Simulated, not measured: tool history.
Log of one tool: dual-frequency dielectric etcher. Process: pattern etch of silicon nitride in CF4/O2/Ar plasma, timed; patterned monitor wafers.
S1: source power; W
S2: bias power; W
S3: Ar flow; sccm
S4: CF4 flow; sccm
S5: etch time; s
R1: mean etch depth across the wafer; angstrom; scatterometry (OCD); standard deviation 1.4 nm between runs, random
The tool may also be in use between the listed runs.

run 1 day=0.000 | S1=670 S2=41 S3=99 S4=74 S5=73.5 | R1=1684.4
run 2 day=0.208 | S1=700 S2=41 S3=99 S4=74 S5=73.5 | R1=1719.3
run 3 day=0.542 | S1=700 S2=41 S3=99 S4=74 S5=73.5 | R1=1739.7
run 4 day=0.788 | S1=700 S2=41 S3=99 S4=74 S5=67.5 | R1=1590.4
run 5 day=1.162 | S1=740 S2=41 S3=99 S4=74 S5=67.5 | R1=1674.0
run 6 day=1.396 | S1=740 S2=46 S3=99 S4=74 S5=67.5 | R1=1728.5
run 7 day=1.567 | S1=770 S2=46 S3=99 S4=74 S5=67.5 | R1=1797.8

The next listed run, before its measurement:
run 8 day=1.658 | S1=790 S2=46 S3=99 S4=74 S5=67.5 | R1=?

{"run 8": {"R1": 1823.4}}
